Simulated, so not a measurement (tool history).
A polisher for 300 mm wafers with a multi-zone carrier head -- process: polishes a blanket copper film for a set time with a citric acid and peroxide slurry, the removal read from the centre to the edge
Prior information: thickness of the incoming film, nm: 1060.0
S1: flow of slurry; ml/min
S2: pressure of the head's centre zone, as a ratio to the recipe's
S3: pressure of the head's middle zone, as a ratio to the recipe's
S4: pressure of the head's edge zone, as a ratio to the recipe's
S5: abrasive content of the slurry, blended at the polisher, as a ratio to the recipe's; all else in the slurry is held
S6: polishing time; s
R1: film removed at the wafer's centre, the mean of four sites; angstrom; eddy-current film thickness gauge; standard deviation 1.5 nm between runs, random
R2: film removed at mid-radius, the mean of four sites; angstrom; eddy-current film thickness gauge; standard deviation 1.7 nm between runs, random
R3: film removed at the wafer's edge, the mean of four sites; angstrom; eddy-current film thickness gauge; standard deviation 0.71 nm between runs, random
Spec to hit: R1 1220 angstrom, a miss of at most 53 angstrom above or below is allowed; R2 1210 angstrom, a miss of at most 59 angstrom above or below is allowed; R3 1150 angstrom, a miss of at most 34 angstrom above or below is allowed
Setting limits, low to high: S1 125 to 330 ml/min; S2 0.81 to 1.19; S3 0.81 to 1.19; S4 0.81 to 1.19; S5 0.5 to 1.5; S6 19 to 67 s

run	day	S1	S2	S3	S4	S5	S6	R1	R2	R3
1	0	210	1	1	1	1	43	1367	1353.6	1377.3
2	0.3	210	1	1.05	1	1	43	1372.5	1407.1	1369.8
3	0.592	210	1	1.05	1	0.9	43	1318.4	1380.2	1316.7
4	0.758	210	0.94	1.05	1	0.9	43	1220.1	1337.3	1333.3
5	1.058	210	0.94	1.12	1	0.9	43	1236.6	1471	1339.4
6	1.317	210	0.94	1.17	1	0.9	43	1223.7	1549.4	1329
7	1.417	205	0.95	1.14	0.98	0.85	43	1203.9	1458	1309.6
# day 1.446: worn pad replaced by a new one
8	1.446	205	0.97	1.13	0.97	0.8	43	1357.3	1552.2	1391.2
9	1.729	210	1.01	1.03	0.87	1.05	32	1131.3	1161.8	1074.1
10	1.979	215	1.01	1.03	0.88	1.1	32	1124.1	1170.9	1086.6
11	2.004	220	1.02	1.03	0.88	1.15	32	1170.9	1188.8	1120
12	2.258	220	1.02	1.03	0.88	1.15	32	1204.4	1188.1	1111.8

4 next moves are on the table. One of them brings every result within its allowed miss. Which?
A	2.512	280	1.1	1.13	0.87	1.1	29	?	?	?
B	2.512	180	0.94	0.98	0.9	1	36	?	?	?
C	2.512	250	1.06	1.08	0.88	1.1	30	?	?	?
D	2.512	170	1.01	0.99	0.81	1.15	35	?	?	?

move	R1	R2	R3
A	1178.6	1176.7	1007.5
B	1133.8	1189.5	1179.2
C	1157.1	1157	1036.6
D	1215.2	1196.8	1137.2
A: moves away from the targets compared with the last run
B: meets the target for the result that was furthest off, but another lies outside its allowed miss
C: moves away from the targets compared with the last run
D: every result lands within tolerance
Move D is the one to make.
